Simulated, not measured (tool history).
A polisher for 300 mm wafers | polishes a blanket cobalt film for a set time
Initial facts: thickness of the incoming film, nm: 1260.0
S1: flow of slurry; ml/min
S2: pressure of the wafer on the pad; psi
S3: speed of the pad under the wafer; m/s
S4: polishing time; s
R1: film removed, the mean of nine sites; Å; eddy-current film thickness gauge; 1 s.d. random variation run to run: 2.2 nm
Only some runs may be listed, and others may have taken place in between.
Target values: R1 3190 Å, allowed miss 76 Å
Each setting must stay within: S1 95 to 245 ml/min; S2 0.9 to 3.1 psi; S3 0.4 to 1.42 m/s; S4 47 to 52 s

Run 1, hour 0: S1 155 ml/min, S2 2 psi, S3 0.9 m/s, S4 52 s. Result: R1 1780.7 Å.
Run 2, hour 3.6: S1 155 ml/min, S2 2 psi, S3 0.9 m/s, S4 47 s. Result: R1 1609.8 Å.
Run 3, hour 4.9: S1 155 ml/min, S2 1.7 psi, S3 0.9 m/s, S4 47 s. Result: R1 1360.5 Å.
Run 4, hour 10: S1 130 ml/min, S2 1.7 psi, S3 0.9 m/s, S4 47 s. Result: R1 1312.2 Å.
Run 5, hour 14.7: S1 145 ml/min, S2 1.9 psi, S3 0.9 m/s, S4 47 s. Result: R1 1525.1 Å.
Run 6, hour 20.3: S1 155 ml/min, S2 2.1 psi, S3 0.9 m/s, S4 47 s. Result: R1 1700.8 Å.
Run 7, hour 24: S1 165 ml/min, S2 2.3 psi, S3 0.9 m/s, S4 47 s. Result: R1 1854 Å.
Run 8, hour 29.5: S1 170 ml/min, S2 2.4 psi, S3 0.92 m/s, S4 47 s. Result: R1 1994.5 Å.
Run 9, hour 36: S1 175 ml/min, S2 2.5 psi, S3 0.94 m/s, S4 47 s. Result: R1 2097.6 Å.
Run 10, hour 40.4: S1 175 ml/min, S2 2.6 psi, S3 0.96 m/s, S4 47 s. Result: R1 2236.3 Å.
Run 11, hour 48.8: S1 180 ml/min, S2 2.7 psi, S3 0.98 m/s, S4 47 s. Result: R1 2384.1 Å.
Run 12, hour 50.8: S1 180 ml/min, S2 2.8 psi, S3 1 m/s, S4 47 s. Result: R1 2489.1 Å.
Run 13, hour 59.4: S1 185 ml/min, S2 2.9 psi, S3 1.02 m/s, S4 47 s. Result: R1 2644.8 Å.
Run 14, hour 62.1: S1 200 ml/min, S2 3.1 psi, S3 1.12 m/s, S4 47 s. Result: R1 3066.6 Å.

Of the 5 settings listed for the next run, only one would bring every result within its allowed miss of target. Which one?
Run A, hour 64.8: S1 190 ml/min, S2 2.6 psi, S3 1.24 m/s, S4 50 s. Result: R1 ?.
Run B, hour 64.8: S1 215 ml/min, S2 2.9 psi, S3 1.2 m/s, S4 48 s. Result: R1 ?.
Run C, hour 64.8: S1 210 ml/min, S2 3 psi, S3 1.04 m/s, S4 47 s. Result: R1 ?.
Run D, hour 64.8: S1 170 ml/min, S2 3.1 psi, S3 0.94 m/s, S4 51 s. Result: R1 ?.
Run E, hour 64.8: S1 205 ml/min, S2 3.1 psi, S3 1.06 m/s, S4 48 s. Result: R1 ?.

move      R1
   A  3033.1
   B  3199.7
   C    2843
   D  2825.8
   E  3039.4
A: the biggest miss grows against the last run
B: all results land within tolerance of their targets
C: the biggest miss grows against the last run
D: the biggest miss grows against the last run
E: the biggest miss grows against the last run
Go with B: it meets all targets.
